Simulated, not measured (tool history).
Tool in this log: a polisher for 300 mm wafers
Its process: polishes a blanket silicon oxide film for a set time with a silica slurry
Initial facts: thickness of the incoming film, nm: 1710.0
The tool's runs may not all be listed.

| run | hour | flow of slurry (ml/min) | pressure of the wafer on the pad (psi) | speed of the pad under the wafer (m/s) | abrasive content of the slurry | polishing time (s) | film removed (nm) |
|---|---|---|---|---|---|---|---|
| 1 | 0 | 245 | 5 | 1.34 | 1 | 75 | 388.67 |
| 2 | 6.9 | 245 | 4.7 | 1.34 | 1 | 75 | 367.82 |
| 3 | 11.6 | 245 | 4 | 1.34 | 1 | 75 | 310.47 |
| 4 | 20.3 | 215 | 4 | 1.34 | 1 | 75 | 308.46 |
| 5 | 26.5 | 215 | 3.3 | 1.34 | 1 | 75 | 257.45 |
| 6 | 33.1 | 215 | 3.3 | 1.34 | 0.9 | 75 | 242.59 |
| 7 | 33.9 | 215 | 3.3 | 1.34 | 0.9 | 75 | 244 |
| 8 | 36.3 | 220 | 3.7 | 1.34 | 0.9 | 75 | 272.07 |

For run 9, what comes out?
| 9 | 40.7 | 245 | 4.6 | 1.36 | 0.9 | 75 | ? |

film removed (nm): 348.79
